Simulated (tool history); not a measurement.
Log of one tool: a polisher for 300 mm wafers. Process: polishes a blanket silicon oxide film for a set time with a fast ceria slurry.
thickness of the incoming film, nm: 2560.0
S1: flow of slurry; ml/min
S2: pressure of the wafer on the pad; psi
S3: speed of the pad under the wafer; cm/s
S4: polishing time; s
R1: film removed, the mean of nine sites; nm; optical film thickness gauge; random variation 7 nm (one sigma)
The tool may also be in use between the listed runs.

run	day	S1	S2	S3	S4	R1
1	0	215	2.5	124	23	443.86
2	0.354	215	2.5	138	23	512.97
3	0.567	195	2.5	138	23	500.97
4	0.638	195	2.5	138	23	499.32
5	0.988	200	2.6	138	23	523.9
6	1.138	235	2.6	138	23	516.99

Forecast run 7:
7	1.412	235	2.7	138	23	?

Run 7 gave R1 543.05 nm.

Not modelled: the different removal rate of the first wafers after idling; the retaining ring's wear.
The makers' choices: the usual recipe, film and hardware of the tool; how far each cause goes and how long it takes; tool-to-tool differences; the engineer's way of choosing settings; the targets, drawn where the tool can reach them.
